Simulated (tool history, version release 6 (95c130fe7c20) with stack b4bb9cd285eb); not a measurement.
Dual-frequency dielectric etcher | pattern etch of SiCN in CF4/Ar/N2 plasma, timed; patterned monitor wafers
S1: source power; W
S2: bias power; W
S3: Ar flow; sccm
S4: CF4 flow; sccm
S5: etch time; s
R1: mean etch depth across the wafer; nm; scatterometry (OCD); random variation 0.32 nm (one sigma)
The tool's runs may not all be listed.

run 1 day=0.000 | S1=570 S2=51 S3=101 S4=49 S5=77.0 | R1=71.954
run 2 day=0.329 | S1=570 S2=51 S3=90 S4=49 S5=77.0 | R1=73.784
run 3 day=0.354 | S1=530 S2=48 S3=92 S4=48 S5=77.0 | R1=67.138
run 4 day=0.533 | S1=500 S2=46 S3=93 S4=48 S5=77.0 | R1=62.295
run 5 day=0.867 | S1=470 S2=45 S3=94 S4=48 S5=77.0 | R1=58.591
run 6 day=1.146 | S1=450 S2=45 S3=94 S4=48 S5=77.0 | R1=56.441
run 7 day=1.488 | S1=430 S2=45 S3=94 S4=48 S5=77.0 | R1=54.376
run 8 day=1.583 | S1=410 S2=45 S3=94 S4=48 S5=77.0 | R1=52.570
run 9 day=1.762 | S1=400 S2=45 S3=94 S4=48 S5=77.0 | R1=52.026
run 10 day=1.896 | S1=390 S2=45 S3=94 S4=48 S5=77.0 | R1=50.428

The next listed run, before its measurement:
run 11 day=2.004 | S1=390 S2=45 S3=94 S4=48 S5=77.0 | R1=?

Run 11 gave R1 50.097 nm.
